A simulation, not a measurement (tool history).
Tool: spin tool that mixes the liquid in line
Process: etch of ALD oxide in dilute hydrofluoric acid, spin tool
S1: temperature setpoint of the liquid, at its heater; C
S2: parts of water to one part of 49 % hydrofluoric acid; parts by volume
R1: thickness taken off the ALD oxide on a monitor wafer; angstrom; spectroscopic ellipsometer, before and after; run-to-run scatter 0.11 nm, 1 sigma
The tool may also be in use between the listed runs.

run 1 hour=0.0 | S1=21.0 S2=175 time_under_the_liquid_(s)=255 | R1=247.53
run 2 hour=4.5 | S1=24.5 S2=175 time_under_the_liquid_(s)=255 | R1=285.48
run 3 hour=8.0 | S1=27.0 S2=175 time_under_the_liquid_(s)=255 | R1=312.52
run 4 hour=15.9 | S1=28.5 S2=175 time_under_the_liquid_(s)=255 | R1=327.47
run 5 hour=21.1 | S1=26.0 S2=180 time_under_the_liquid_(s)=255 | R1=289.36
run 6 hour=28.1 | S1=24.0 S2=185 time_under_the_liquid_(s)=255 | R1=259.99
run 7 hour=30.7 | S1=22.5 S2=190 time_under_the_liquid_(s)=255 | R1=234.78
run 8 hour=36.6 | S1=21.5 S2=190 time_under_the_liquid_(s)=255 | R1=228.47
run 9 hour=44.0 | S1=20.5 S2=195 time_under_the_liquid_(s)=255 | R1=213.39

Estimate the outcome of run 10 from the log above:
run 10 hour=46.2 | S1=19.5 S2=195 time_under_the_liquid_(s)=255 | R1=?

R1: 202.16 angstrom
